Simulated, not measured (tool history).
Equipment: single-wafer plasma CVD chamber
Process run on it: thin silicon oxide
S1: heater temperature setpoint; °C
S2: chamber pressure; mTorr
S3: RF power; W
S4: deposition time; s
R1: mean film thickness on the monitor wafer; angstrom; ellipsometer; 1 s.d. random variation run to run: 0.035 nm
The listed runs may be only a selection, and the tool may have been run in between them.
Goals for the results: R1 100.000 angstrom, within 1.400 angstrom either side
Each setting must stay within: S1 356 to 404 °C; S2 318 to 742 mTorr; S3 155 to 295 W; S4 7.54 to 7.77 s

run 1 hour=0.0 | S1=380 S2=530 S3=225 S4=7.54 | R1=81.818
run 2 hour=1.7 | S1=380 S2=530 S3=240 S4=7.54 | R1=84.320
run 3 hour=7.6 | S1=380 S2=530 S3=240 S4=7.54 | R1=84.405
run 4 hour=14.8 | S1=380 S2=480 S3=240 S4=7.54 | R1=76.767
run 5 hour=23.5 | S1=380 S2=513 S3=240 S4=7.54 | R1=81.979
run 6 hour=28.7 | S1=380 S2=513 S3=240 S4=7.77 | R1=84.576
run 7 hour=35.2 | S1=380 S2=533 S3=240 S4=7.77 | R1=87.615
run 8 hour=42.4 | S1=380 S2=533 S3=240 S4=7.77 | R1=87.205
run 9 hour=45.3 | S1=380 S2=551 S3=240 S4=7.77 | R1=90.197
run 10 hour=47.1 | S1=380 S2=565 S3=240 S4=7.77 | R1=92.718
run 11 hour=50.0 | S1=380 S2=575 S3=240 S4=7.77 | R1=94.932
run 12 hour=58.5 | S1=380 S2=581 S3=240 S4=7.77 | R1=94.957
run 13 hour=63.3 | S1=380 S2=588 S3=240 S4=7.77 | R1=96.964

4 next moves are on the table. One of them brings every result within its allowed miss. Which?
run A hour=68.1 | S1=382 S2=603 S3=245 S4=7.77 | R1=?
run B hour=68.1 | S1=386 S2=573 S3=260 S4=7.55 | R1=?
run C hour=68.1 | S1=380 S2=571 S3=230 S4=7.77 | R1=?
run D hour=68.1 | S1=382 S2=533 S3=290 S4=7.54 | R1=?

move=A R1=99.647
move=B R1=94.259
move=C R1=92.132
move=D R1=91.984
A: each result inside its tolerance
B: its largest miss is bigger than the last run's
C: its largest miss is bigger than the last run's
D: its largest miss is bigger than the last run's
Go with A: it meets all targets.
